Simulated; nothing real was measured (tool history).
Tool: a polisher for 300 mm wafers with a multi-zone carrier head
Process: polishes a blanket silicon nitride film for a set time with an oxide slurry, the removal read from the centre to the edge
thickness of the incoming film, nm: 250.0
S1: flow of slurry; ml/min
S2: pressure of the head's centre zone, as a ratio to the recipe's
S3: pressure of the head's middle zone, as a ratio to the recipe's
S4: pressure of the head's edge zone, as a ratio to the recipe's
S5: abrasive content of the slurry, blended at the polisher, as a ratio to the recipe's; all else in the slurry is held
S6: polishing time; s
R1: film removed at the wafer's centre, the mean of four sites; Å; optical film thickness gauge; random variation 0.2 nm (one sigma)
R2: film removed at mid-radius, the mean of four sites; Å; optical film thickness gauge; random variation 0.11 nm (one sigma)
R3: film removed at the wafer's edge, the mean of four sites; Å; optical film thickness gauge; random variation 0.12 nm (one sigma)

run 1 day=0.000 | S1=130 S2=1.00 S3=1.00 S4=1.00 S5=1.00 S6=51 | R1=272.74 R2=266.63 R3=276.09
run 2 day=0.233 | S1=130 S2=1.01 S3=1.00 S4=0.96 S5=0.90 S6=49 | R1=249.60 R2=243.15 R3=247.39
run 3 day=0.288 | S1=130 S2=1.02 S3=1.00 S4=0.93 S5=0.80 S6=48 | R1=239.13 R2=224.88 R3=226.87
run 4 day=0.404 | S1=130 S2=1.02 S3=1.00 S4=0.93 S5=0.80 S6=55 | R1=267.59 R2=255.26 R3=259.61
run 5 day=0.438 | S1=130 S2=1.02 S3=1.01 S4=0.91 S5=0.75 S6=52 | R1=246.80 R2=238.72 R3=233.42
run 6 day=0.479 | S1=130 S2=1.02 S3=1.01 S4=0.89 S5=0.70 S6=51 | R1=235.74 R2=228.75 R3=220.40
run 7 day=0.667 | S1=125 S2=1.02 S3=1.01 S4=0.87 S5=0.65 S6=50 | R1=216.65 R2=208.83 R3=202.69
run 8 day=1.029 | S1=120 S2=1.03 S3=1.02 S4=0.86 S5=0.60 S6=50 | R1=209.23 R2=201.47 R3=192.37
run 9 day=1.250 | S1=115 S2=1.04 S3=1.02 S4=0.85 S5=0.60 S6=50 | R1=206.99 R2=199.76 R3=193.37
run 10 day=1.371 | S1=115 S2=1.05 S3=1.02 S4=0.84 S5=0.60 S6=49 | R1=208.61 R2=197.03 R3=184.73

The next listed run, before its measurement:
run 11 day=1.646 | S1=85 S2=1.03 S3=1.01 S4=0.81 S5=0.50 S6=49 | R1=? R2=? R3=?

Run 11 gave R1 171.55 Å, R2 164.64 Å, R3 159.69 Å.
